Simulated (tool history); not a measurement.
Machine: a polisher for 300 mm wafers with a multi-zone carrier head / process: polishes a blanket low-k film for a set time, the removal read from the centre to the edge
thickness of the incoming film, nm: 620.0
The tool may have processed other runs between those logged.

run,hour,flow of slurry (ml/min),pressure of the head's centre zone,pressure of the head's middle zone,pressure of the head's edge zone,abrasive content of the slurry,polishing time (s),film removed at the wafer's centre (angstrom),film removed at mid-radius (angstrom),film removed at the wafer's edge (angstrom)
1,0.0,185,1.00,1.00,1.00,1.00,78,229.31,221.96,232.91
2,2.2,175,0.95,0.96,0.99,0.85,77,194.84,193.78,208.61
3,9.9,175,1.02,0.96,0.99,0.85,77,210.59,193.85,209.08
4,13.3,175,1.02,0.91,0.99,0.85,77,209.39,181.11,206.96
5,17.9,165,0.97,0.89,0.98,0.80,77,188.05,174.28,200.36
6,24.2,165,0.97,0.89,0.98,0.70,77,173.82,157.95,180.81
7,26.7,155,0.94,0.88,0.98,0.70,77,164.94,157.24,179.69
8,29.7,145,0.92,0.87,0.98,0.70,77,161.42,153.20,179.83
9,33.4,140,0.90,0.86,0.98,0.70,77,156.68,150.68,176.01
10,36.0,135,0.88,0.86,0.99,0.70,77,152.85,149.23,179.94
11,39.5,130,0.86,0.86,0.98,0.70,77,148.55,146.19,177.90

Predict the results of run 12:
12,46.3,125,0.85,0.87,0.97,0.70,77,?,?,?

film removed at the wafer's centre (angstrom): 144.34
film removed at mid-radius (angstrom): 151.13
film removed at the wafer's edge (angstrom): 174.59
